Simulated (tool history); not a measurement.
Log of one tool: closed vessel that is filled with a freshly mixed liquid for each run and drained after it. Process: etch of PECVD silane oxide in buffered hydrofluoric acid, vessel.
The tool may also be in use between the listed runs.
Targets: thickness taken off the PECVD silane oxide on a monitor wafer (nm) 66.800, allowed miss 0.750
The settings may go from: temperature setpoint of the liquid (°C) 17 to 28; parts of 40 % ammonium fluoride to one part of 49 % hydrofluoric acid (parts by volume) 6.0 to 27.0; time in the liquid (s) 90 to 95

run	hour	temperature setpoint of the liquid (°C)	parts of 40 % ammonium fluoride to one part of 49 % hydrofluoric acid (parts by volume)	time in the liquid (s)	thickness taken off the PECVD silane oxide on a monitor wafer (nm)
1	0.0	20	16.5	90	94.690
2	2.5	17	16.5	90	79.463
3	4.3	17	12.0	90	109.270
4	5.4	17	12.0	90	109.450
5	13.7	17	12.0	90	109.250
6	19.4	17	12.0	90	109.230
7	27.0	17	14.0	90	93.686
8	28.3	17	19.0	90	69.460
9	31.0	17	19.5	90	67.640
# hour 39.6: thermometer replaced
10	39.6	17	20.0	90	72.470
11	45.8	17	20.5	90	71.661
12	47.1	17	22.0	90	68.185

4 next moves are on the table. One of them brings every result within its allowed miss. Which?
A	48.4	17	24.5	95	?
B	48.4	17	21.0	90	?
C	48.4	17	23.0	95	?
D	48.4	17	21.5	90	?

move	thickness taken off the PECVD silane oxide on a monitor wafer (nm)
A	66.998
B	70.615
C	69.994
D	69.476
A: meets every target
B: further off than the last run
C: further off than the last run
D: further off than the last run
Move A is the one to make.

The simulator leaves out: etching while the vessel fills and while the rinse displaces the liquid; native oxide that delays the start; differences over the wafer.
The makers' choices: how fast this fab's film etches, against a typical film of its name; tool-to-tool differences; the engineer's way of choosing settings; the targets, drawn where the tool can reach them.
